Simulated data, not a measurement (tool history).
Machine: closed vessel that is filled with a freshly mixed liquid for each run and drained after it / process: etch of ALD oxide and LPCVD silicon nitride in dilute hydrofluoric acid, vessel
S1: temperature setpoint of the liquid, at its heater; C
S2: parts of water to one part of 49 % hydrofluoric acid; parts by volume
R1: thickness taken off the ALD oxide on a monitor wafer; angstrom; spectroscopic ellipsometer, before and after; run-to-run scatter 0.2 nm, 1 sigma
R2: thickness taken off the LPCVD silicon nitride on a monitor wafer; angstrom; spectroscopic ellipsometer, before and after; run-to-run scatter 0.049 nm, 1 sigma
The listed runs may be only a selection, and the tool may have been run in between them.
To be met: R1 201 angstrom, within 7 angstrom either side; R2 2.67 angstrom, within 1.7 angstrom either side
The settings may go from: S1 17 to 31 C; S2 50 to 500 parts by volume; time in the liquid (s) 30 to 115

Run 1, day 0: S1 23 C, S2 275 parts by volume, time in the liquid (s) 60. Result: R1 57.438 angstrom, R2 0.67409 angstrom.
Run 2, day 0.3: S1 25 C, S2 210 parts by volume, time in the liquid (s) 60. Result: R1 86.201 angstrom, R2 0.97766 angstrom.
Run 3, day 0.642: S1 26 C, S2 210 parts by volume, time in the liquid (s) 60. Result: R1 90.838 angstrom, R2 1.6704 angstrom.
Run 4, day 0.867: S1 26 C, S2 160 parts by volume, time in the liquid (s) 60. Result: R1 125.93 angstrom, R2 2.2165 angstrom.
Run 5, day 1: S1 26 C, S2 65 parts by volume, time in the liquid (s) 60. Result: R1 347.93 angstrom, R2 5.0993 angstrom.
Run 6, day 1.083: S1 25.5 C, S2 80 parts by volume, time in the liquid (s) 60. Result: R1 271.54 angstrom, R2 4.1251 angstrom.
Run 7, day 1.462: S1 25 C, S2 90 parts by volume, time in the liquid (s) 60. Result: R1 233.12 angstrom, R2 3.5418 angstrom.
Run 8, day 1.821: S1 24 C, S2 90 parts by volume, time in the liquid (s) 60. Result: R1 224.52 angstrom, R2 3.3572 angstrom.
Run 9, day 1.967: S1 23.5 C, S2 90 parts by volume, time in the liquid (s) 60. Result: R1 218.17 angstrom, R2 3.5221 angstrom.
Run 10, day 2.008: S1 23 C, S2 90 parts by volume, time in the liquid (s) 60. Result: R1 213.62 angstrom, R2 3.1442 angstrom.
Run 11, day 2.321: S1 22.5 C, S2 90 parts by volume, time in the liquid (s) 60. Result: R1 209.62 angstrom, R2 3.4526 angstrom.
Run 12, day 2.567: S1 22.5 C, S2 90 parts by volume, time in the liquid (s) 60. Result: R1 210.95 angstrom, R2 4.0775 angstrom.

Which single option among these 5 for the next run brings every result within its allowed miss of target? Just one does.
Run A, day 2.812: S1 24 C, S2 110 parts by volume, time in the liquid (s) 60. Result: R1 ?, R2 ?.
Run B, day 2.812: S1 20.5 C, S2 110 parts by volume, time in the liquid (s) 70. Result: R1 ?, R2 ?.
Run C, day 2.812: S1 22.5 C, S2 80 parts by volume, time in the liquid (s) 55. Result: R1 ?, R2 ?.
Run D, day 2.812: S1 21.5 C, S2 100 parts by volume, time in the liquid (s) 75. Result: R1 ?, R2 ?.
Run E, day 2.812: S1 21 C, S2 115 parts by volume, time in the liquid (s) 80. Result: R1 ?, R2 ?.

move      R1      R2
   A   177.7  3.1205
   B  179.95  2.8769
   C  218.37  3.5351
   D  223.42  3.6209
   E   199.7  3.2574
A: pushes the last run's worst result past its target
B: pushes the last run's worst result past its target
C: its largest miss is bigger than the last run's
D: its largest miss is bigger than the last run's
E: each result inside its tolerance
E is the move that brings every result within its allowed miss.
